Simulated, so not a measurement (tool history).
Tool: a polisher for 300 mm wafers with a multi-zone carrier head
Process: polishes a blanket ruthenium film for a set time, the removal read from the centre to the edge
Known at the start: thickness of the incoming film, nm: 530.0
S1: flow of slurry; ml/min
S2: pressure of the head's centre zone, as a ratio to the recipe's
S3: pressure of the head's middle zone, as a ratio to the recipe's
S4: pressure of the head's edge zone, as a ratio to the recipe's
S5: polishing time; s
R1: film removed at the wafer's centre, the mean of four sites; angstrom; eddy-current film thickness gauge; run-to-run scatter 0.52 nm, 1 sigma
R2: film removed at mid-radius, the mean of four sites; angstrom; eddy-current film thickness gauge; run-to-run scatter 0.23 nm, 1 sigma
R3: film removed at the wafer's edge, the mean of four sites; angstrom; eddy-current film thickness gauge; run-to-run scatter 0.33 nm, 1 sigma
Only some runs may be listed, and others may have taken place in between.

run	hour	S1	S2	S3	S4	S5	R1	R2	R3
1	0.0	280	1.00	1.00	1.00	56	458.64	461.44	460.67
2	4.7	280	1.00	1.00	0.99	55	457.59	453.89	454.31
3	12.8	280	0.99	1.00	0.98	54	436.75	441.81	438.27
4	16.2	280	0.99	1.00	1.05	54	436.76	441.30	459.03
5	19.0	280	0.99	1.00	1.03	53	426.58	437.41	438.17
6	21.3	340	0.99	1.00	1.03	53	444.82	443.74	456.20

What will run 7 give?
7	28.4	330	0.98	1.00	1.01	52	?	?	?

R1: 421.28 angstrom
R2: 429.25 angstrom
R3: 442.28 angstrom
